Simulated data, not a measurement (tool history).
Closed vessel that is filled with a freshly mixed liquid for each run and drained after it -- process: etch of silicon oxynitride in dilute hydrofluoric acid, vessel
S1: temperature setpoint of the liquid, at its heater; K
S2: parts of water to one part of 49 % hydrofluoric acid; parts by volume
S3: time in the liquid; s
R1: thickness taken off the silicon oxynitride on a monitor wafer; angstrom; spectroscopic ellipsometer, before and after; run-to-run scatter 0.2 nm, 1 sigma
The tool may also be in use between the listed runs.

{"run": 1, "hour": 0.0, "S1": 295.15, "S2": 50, "S3": 850, "R1": 227.21}
{"run": 2, "hour": 2.6, "S1": 295.15, "S2": 50, "S3": 645, "R1": 170.21}
{"run": 3, "hour": 3.2, "S1": 295.15, "S2": 60, "S3": 645, "R1": 140.74}
{"run": 4, "hour": 7.1, "S1": 297.15, "S2": 60, "S3": 645, "R1": 155.77}
{"run": 5, "hour": 12.9, "S1": 297.15, "S2": 70, "S3": 645, "R1": 135.3}
{"run": 6, "hour": 14.8, "S1": 298.65, "S2": 70, "S3": 645, "R1": 142.17}
{"run": 7, "hour": 18.2, "S1": 299.65, "S2": 70, "S3": 645, "R1": 149.88}

The next listed run, before its measurement:
{"hour": 24.4, "done": "thermometer replaced"}
{"run": 8, "hour": 24.4, "S1": 300.65, "S2": 70, "S3": 645, "R1": "?"}

R1: 167.77 angstrom
